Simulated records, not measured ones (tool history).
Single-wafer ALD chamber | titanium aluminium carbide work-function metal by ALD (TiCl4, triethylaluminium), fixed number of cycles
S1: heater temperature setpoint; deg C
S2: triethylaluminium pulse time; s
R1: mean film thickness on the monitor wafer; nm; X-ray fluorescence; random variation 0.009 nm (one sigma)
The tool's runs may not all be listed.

Run 1, day 0: S1 280 deg C, S2 8.76 s. Result: R1 1.8963 nm.
Run 2, day 0.1: S1 277 deg C, S2 8.11 s. Result: R1 1.8509 nm.
Run 3, day 0.204: S1 270 deg C, S2 8.11 s. Result: R1 1.8106 nm.
Run 4, day 0.454: S1 270 deg C, S2 9.03 s. Result: R1 1.8275 nm.
Run 5, day 0.571: S1 268 deg C, S2 8.13 s. Result: R1 1.7939 nm.
Run 6, day 0.708: S1 276 deg C, S2 8.13 s. Result: R1 1.8523 nm.
Run 7, day 0.95: S1 273 deg C, S2 7.37 s. Result: R1 1.7801 nm.

Run 8 comes next. What will it give?
Run 8, day 1.238: S1 271 deg C, S2 6.95 s. Result: R1 ?.

Run 8 gave R1 1.755 nm.
